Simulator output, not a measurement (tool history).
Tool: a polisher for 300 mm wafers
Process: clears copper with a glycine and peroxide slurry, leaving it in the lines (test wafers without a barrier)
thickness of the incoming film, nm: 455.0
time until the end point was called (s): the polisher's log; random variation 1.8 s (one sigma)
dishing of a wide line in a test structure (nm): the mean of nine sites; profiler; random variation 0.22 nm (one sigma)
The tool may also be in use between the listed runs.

run  hour  flow of slurry (ml/min)  pressure of the wafer on the pad (psi)  speed of the pad under the wafer (m/s)  overpolish time after the end point (s)  time until the end point was called (s)  dishing of a wide line in a test structure (nm)
  1   0.0                      250                                     1.7                                    0.94                                       15                                   108.93                                           32.147
  2   6.0                      250                                     1.3                                    0.94                                       15                                   121.67                                           28.694
  3   9.4                      250                                     1.3                                    0.94                                       21                                   124.46                                           35.651
  4  11.0                      220                                     1.1                                    0.96                                       16                                   130.97                                           28.376
  5  16.3                      275                                     1.0                                    0.92                                       12                                   141.47                                           22.651
  6  17.9                      275                                     1.0                                    0.92                                        9                                   140.68                                           17.837
  7  22.3                      315                                     0.9                                    0.96                                        7                                   137.06                                           14.927
  8  23.3                      340                                     0.9                                    0.98                                        6                                   133.37                                           13.143

Forecast run 9:
  9  27.1                      355                                     0.9                                    1.00                                        5                                        ?                                                ?

Run 9 gave time until the end point was called (s) 135.09, dishing of a wide line in a test structure (nm) 10.759.

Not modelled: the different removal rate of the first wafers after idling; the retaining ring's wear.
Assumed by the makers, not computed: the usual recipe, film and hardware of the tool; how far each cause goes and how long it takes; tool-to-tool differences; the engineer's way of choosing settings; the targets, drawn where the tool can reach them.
